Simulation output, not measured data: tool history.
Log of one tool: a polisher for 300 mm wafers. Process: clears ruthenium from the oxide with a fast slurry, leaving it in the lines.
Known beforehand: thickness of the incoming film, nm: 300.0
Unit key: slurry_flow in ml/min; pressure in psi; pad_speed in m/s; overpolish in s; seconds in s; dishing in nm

run	day	slurry_flow	pressure	pad_speed	slurry_solids	overpolish	seconds	dishing
1	0	145	2.2	1.14	1	24	109.28	28.255
2	0.046	145	2	1.12	1	27	119.88	27.421
3	0.15	120	2	1.12	1	27	123.31	28.103
4	0.225	120	2	1.12	1	22	122.16	26.217
5	0.562	120	1.9	1.1	1	27	130.56	28.616
6	0.712	120	1.9	1.1	1	17	134.69	21.313
7	0.85	120	1.4	1.06	1	28	173.82	24.004
8	0.988	120	1.5	1.06	1	30	170.35	25.953
9	1.292	120	1.5	1.06	1	31	166.86	26.179

Run 10 has not been measured yet. What should we expect?
# day 1.312: slurry blender recalibrated
10	1.312	120	1.5	1.06	1	32	?	?

seconds: 144.08 s
dishing: 27.124 nm
